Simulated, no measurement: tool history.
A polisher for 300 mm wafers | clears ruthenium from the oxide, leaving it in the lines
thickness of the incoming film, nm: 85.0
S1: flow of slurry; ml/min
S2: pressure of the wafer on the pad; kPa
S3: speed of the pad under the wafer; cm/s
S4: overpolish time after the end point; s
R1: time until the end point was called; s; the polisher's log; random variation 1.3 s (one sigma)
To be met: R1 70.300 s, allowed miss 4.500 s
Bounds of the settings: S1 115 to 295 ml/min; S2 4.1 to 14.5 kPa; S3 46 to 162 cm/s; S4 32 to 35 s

run  hour   S1    S2   S3  S4       R1
  1   0.0  190   9.0  104  32  118.090
  2   3.2  150   9.0  104  32  124.330
  3  10.3  115   9.0  104  32  126.300
  4  16.1  115   9.7  106  32  116.420
  5  18.6  115   9.7  106  32  114.680
  6  27.0  115  10.3  108  32  101.270
  7  32.0  115  11.0  108  32   98.025
  8  36.0  115  11.7  108  32   92.695

Which of these 4 next moves meets every target?
  A  40.0  125  14.5  134  32   ?
  B  40.0  220  10.3  102  35   ?
  C  40.0  120  14.5  114  32   ?
  D  40.0  120  12.4  162  32   ?

move       R1
   A   60.445
   B  104.450
   C   71.005
   D   58.589
A: takes the result that was furthest off past its target
B: further off than the last run
C: meets every target
D: takes the result that was furthest off past its target
Move C is the one to make.
